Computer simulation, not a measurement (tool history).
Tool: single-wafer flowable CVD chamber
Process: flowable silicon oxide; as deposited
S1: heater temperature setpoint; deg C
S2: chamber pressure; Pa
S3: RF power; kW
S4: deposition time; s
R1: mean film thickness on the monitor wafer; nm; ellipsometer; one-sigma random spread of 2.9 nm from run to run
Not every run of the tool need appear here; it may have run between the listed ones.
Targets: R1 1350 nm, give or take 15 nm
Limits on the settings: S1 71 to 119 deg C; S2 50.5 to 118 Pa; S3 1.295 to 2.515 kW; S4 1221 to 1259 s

run    day   S1    S2     S3    S4      R1
  1      0   95  84.3  1.905  1221  625.35
  2  0.154   87  84.3  1.905  1221  834.63
  3  0.254   83  84.3  1.905  1221  961.27
  4  0.475   91  84.3  1.905  1221  733.43
  5   0.75  101  84.3  1.905  1221  501.01
  6  1.042  101  84.3  1.905  1221  502.68
  7  1.079   92  84.3  1.905  1221  704.44
  8  1.292   86  84.3  1.905  1221  870.84
  9  1.392   82  84.3  1.905  1221  995.61
 10  1.558   79  84.3  1.905  1221    1089
 11   1.65   79  84.3  1.905  1221    1088

Which one of the following 4 next-run settings gets every result inside its allowed miss? There is exactly one.
  A  1.742  74  88.7   1.89  1238   ?
  B  1.742  71  85.5   1.71  1256   ?
  C  1.742  72  87.5   1.93  1244   ?
  D  1.742  73  94.7  1.595  1231   ?

move      R1
   A  1324.1
   B    1355
   C  1381.8
   D  1382.8
A: closer than the last run, but not yet in spec
B: every result lands within tolerance
C: the result that was furthest off in the last run now lies on the other side of its target
D: the result that was furthest off in the last run now lies on the other side of its target
Move B is the one to make.

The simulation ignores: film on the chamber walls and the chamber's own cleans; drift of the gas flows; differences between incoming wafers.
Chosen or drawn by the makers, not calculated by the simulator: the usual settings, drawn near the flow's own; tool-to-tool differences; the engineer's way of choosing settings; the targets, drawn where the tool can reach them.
